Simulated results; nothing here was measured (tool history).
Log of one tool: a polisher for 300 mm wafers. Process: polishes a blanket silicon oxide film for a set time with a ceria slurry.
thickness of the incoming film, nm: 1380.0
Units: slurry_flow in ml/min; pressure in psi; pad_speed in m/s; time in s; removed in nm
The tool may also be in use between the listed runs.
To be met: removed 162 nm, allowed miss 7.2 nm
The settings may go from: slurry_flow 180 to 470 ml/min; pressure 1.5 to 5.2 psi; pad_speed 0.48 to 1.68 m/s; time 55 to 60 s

run  hour  slurry_flow  pressure  pad_speed  time  removed
  1     0          300       3.3       1.08    60   327.75
  2   1.4          300         3       1.06    60   298.28
  3   9.4          300       2.8       1.02    60   269.61
  4  15.4          300       2.2       1.02    60   216.55
  5  16.7          300       2.2       1.02    60    209.5
  6  18.1          300       2.1       1.02    60   206.04
  7  20.8          300         2       1.02    60   192.91
  8  23.8          300       1.9       1.02    60   183.72

Which of these 4 next moves meets every target?
  A  26.8          295       1.8       0.88    57        ?
  B  26.8          300       2.1       1.04    60        ?
  C  26.8          315         2       0.94    55        ?
  D  26.8          290       2.1       1.08    59        ?

move  removed
   A   146.05
   B   209.51
   C   167.03
   D   212.97
A: takes the result that was furthest off past its target
B: further off than the last run
C: meets every target
D: further off than the last run
Answer: C
